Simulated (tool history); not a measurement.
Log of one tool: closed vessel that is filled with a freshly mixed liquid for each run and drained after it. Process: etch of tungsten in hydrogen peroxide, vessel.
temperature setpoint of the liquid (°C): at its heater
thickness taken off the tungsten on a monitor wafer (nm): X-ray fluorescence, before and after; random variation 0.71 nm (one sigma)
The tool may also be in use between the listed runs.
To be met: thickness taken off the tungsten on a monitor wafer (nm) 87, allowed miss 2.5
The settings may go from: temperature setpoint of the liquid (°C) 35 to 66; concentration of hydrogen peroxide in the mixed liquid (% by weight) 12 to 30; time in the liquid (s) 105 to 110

run,hour,temperature setpoint of the liquid (°C),concentration of hydrogen peroxide in the mixed liquid (% by weight),time in the liquid (s),thickness taken off the tungsten on a monitor wafer (nm)
1,0,51,22,105,162.23
2,4.6,48.5,22,105,140.53
3,12.4,46.5,22,105,123.44
4,18.1,45,22,105,112.63
5,25.2,44,22,105,105.24
6,30.1,44,26,105,115.67
7,35.5,38.5,26,105,79.68
8,42.4,39,26,105,83.21

4 next moves are on the table. One of them brings every result within its allowed miss. Which?
A,49.3,38.5,26,105,?
B,49.3,37.5,28,110,?
C,49.3,37,29,105,?
D,49.3,40,22.5,110,?

move,thickness taken off the tungsten on a monitor wafer (nm)
A,80.157
B,81.584
C,76.672
D,86.169
A: further off than the last run
B: further off than the last run
C: further off than the last run
D: meets every target
The right move is D.

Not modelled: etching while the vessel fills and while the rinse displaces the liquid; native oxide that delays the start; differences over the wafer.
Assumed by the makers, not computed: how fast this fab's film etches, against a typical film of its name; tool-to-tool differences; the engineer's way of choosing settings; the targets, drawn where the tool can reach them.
